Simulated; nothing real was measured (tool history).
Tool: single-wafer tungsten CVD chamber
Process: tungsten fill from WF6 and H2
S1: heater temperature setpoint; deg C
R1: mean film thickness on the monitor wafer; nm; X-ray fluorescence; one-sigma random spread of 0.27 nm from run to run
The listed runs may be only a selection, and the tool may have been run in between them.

run 1 hour=0 | S1=385 chamber_pressure_(mTorr)=31100 deposition_time_(s)=18.8 | R1=36.782
run 2 hour=7.9 | S1=381 chamber_pressure_(mTorr)=31100 deposition_time_(s)=18.8 | R1=33.614
run 3 hour=13.4 | S1=386 chamber_pressure_(mTorr)=31200 deposition_time_(s)=18.8 | R1=37.309
run 4 hour=14 | S1=390 chamber_pressure_(mTorr)=31300 deposition_time_(s)=18.8 | R1=41.306
run 5 hour=19 | S1=401 chamber_pressure_(mTorr)=31300 deposition_time_(s)=18.8 | R1=52.022
run 6 hour=22.9 | S1=402 chamber_pressure_(mTorr)=31300 deposition_time_(s)=18.8 | R1=52.746

Estimate the outcome of run 7 from the log above:
run 7 hour=30 | S1=403 chamber_pressure_(mTorr)=31300 deposition_time_(s)=18.8 | R1=?

{"run 7": {"R1": 53.984}}
